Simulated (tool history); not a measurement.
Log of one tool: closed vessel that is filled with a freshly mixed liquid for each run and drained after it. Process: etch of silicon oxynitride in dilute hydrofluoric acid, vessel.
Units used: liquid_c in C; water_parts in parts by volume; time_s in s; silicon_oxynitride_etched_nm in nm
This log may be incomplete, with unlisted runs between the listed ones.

run 1 hour=0.0 | liquid_c=25.0 water_parts=120 time_s=595 | silicon_oxynitride_etched_nm=17.856
run 2 hour=8.5 | liquid_c=25.0 water_parts=120 time_s=595 | silicon_oxynitride_etched_nm=17.722
run 3 hour=11.6 | liquid_c=26.5 water_parts=115 time_s=595 | silicon_oxynitride_etched_nm=19.849
run 4 hour=13.9 | liquid_c=26.5 water_parts=140 time_s=595 | silicon_oxynitride_etched_nm=15.980
run 5 hour=19.1 | liquid_c=26.5 water_parts=140 time_s=595 | silicon_oxynitride_etched_nm=16.059
run 6 hour=20.4 | liquid_c=27.5 water_parts=135 time_s=595 | silicon_oxynitride_etched_nm=17.447
run 7 hour=24.5 | liquid_c=28.5 water_parts=130 time_s=595 | silicon_oxynitride_etched_nm=19.067
run 8 hour=28.8 | liquid_c=29.5 water_parts=125 time_s=595 | silicon_oxynitride_etched_nm=20.837

Run 9, settings as shown, results not yet in. Your forecast:
run 9 hour=33.8 | liquid_c=33.0 water_parts=100 time_s=595 | silicon_oxynitride_etched_nm=?

{"run 9": {"silicon_oxynitride_etched_nm": 31.103}}

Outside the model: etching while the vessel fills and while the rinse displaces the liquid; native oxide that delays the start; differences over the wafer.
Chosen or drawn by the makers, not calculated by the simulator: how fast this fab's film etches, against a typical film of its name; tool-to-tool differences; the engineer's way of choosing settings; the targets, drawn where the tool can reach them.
